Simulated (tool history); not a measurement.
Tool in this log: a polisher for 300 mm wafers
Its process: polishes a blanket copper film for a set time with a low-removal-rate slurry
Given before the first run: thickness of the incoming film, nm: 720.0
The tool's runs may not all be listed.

run  hour  flow of slurry (ml/min)  pressure of the wafer on the pad (kPa)  speed of the pad under the wafer (cm/s)  abrasive content of the slurry  polishing time (s)  film removed (Å)
  1     0                      270                                    13.1                                      110                               1                  58            932.87
  2   1.1                      265                                      11                                      110                               1                  58            790.28
  3   2.5                      320                                      11                                      110                               1                  58            808.81
  4  10.7                      315                                     9.7                                      110                               1                  58            710.01
  5  18.8                      310                                       9                                      110                               1                  58            662.81
  6    21                      310                                       9                                      110                               1                  61            691.31
  7  22.7                      300                                     8.3                                      110                               1                  61            644.97
  8  31.3                      285                                     7.6                                      110                               1                  61            583.28
  9  35.1                      270                                     7.6                                      110                               1                  61            578.49
 10  36.8                      260                                     7.6                                      110                               1                  61            586.54
 11  42.8                      245                                     7.6                                      110                               1                  61            578.89
 12    50                      235                                     7.6                                      110                               1                  61            580.18
     57.4  -- head pressure recalibrated
 13  57.4                      230                                     7.6                                      110                               1                  61            607.02

What does the tool deliver on the next run?
 14  63.6                      230                                     6.9                                      110                               1                  61                 ?

Logged for run 14: film removed (Å) 555.99.
